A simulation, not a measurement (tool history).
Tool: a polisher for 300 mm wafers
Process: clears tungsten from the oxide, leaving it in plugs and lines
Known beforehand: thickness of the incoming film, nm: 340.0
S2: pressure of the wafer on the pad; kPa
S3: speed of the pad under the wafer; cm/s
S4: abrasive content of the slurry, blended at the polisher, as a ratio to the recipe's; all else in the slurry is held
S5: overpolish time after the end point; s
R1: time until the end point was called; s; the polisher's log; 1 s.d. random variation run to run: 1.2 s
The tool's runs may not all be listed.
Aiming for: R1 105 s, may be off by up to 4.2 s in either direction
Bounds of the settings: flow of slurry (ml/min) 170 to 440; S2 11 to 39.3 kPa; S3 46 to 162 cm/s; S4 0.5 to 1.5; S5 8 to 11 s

{"run": 1, "hour": 0.0, "flow of slurry (ml/min)": 280, "S2": 24.8, "S3": 104, "S4": 1, "S5": 11, "R1": 73.069}
{"run": 2, "hour": 5.2, "flow of slurry (ml/min)": 280, "S2": 30.3, "S3": 104, "S4": 1, "S5": 11, "R1": 62.077}
{"run": 3, "hour": 13.8, "flow of slurry (ml/min)": 280, "S2": 27.6, "S3": 104, "S4": 1, "S5": 11, "R1": 65.714}
{"run": 4, "hour": 17.7, "flow of slurry (ml/min)": 280, "S2": 31, "S3": 104, "S4": 1, "S5": 11, "R1": 58.412}
{"run": 5, "hour": 26.7, "flow of slurry (ml/min)": 215, "S2": 31, "S3": 104, "S4": 1, "S5": 11, "R1": 61.309}
{"run": 6, "hour": 31.0, "flow of slurry (ml/min)": 215, "S2": 31, "S3": 104, "S4": 0.9, "S5": 11, "R1": 61.601}
{"run": 7, "hour": 36.4, "flow of slurry (ml/min)": 215, "S2": 28.3, "S3": 104, "S4": 0.9, "S5": 11, "R1": 67.145}
{"run": 8, "hour": 44.9, "flow of slurry (ml/min)": 215, "S2": 26.2, "S3": 104, "S4": 0.9, "S5": 11, "R1": 72.308}
{"run": 9, "hour": 46.6, "flow of slurry (ml/min)": 215, "S2": 19.3, "S3": 102, "S4": 0.9, "S5": 11, "R1": 100.43}
{"run": 10, "hour": 49.3, "flow of slurry (ml/min)": 215, "S2": 19.3, "S3": 102, "S4": 0.9, "S5": 11, "R1": 96.287}

4 next moves are on the table. One of them brings every result within its allowed miss. Which?
{"run": "A", "hour": 52.0, "flow of slurry (ml/min)": 235, "S2": 17.9, "S3": 104, "S4": 0.9, "S5": 11, "R1": "?"}
{"run": "B", "hour": 52.0, "flow of slurry (ml/min)": 250, "S2": 22.1, "S3": 88, "S4": 0.95, "S5": 8, "R1": "?"}
{"run": "C", "hour": 52.0, "flow of slurry (ml/min)": 265, "S2": 18.6, "S3": 114, "S4": 0.8, "S5": 11, "R1": "?"}
{"run": "D", "hour": 52.0, "flow of slurry (ml/min)": 245, "S2": 20, "S3": 76, "S4": 0.9, "S5": 8, "R1": "?"}

move=A R1=105.59
move=B R1=95.671
move=C R1=95.712
move=D R1=116.96
A: each result inside its tolerance
B: lands further from the targets than the last run did
C: lands further from the targets than the last run did
D: the result that was furthest off in the last run now lies on the other side of its target
Correct choice: A, which meets every target
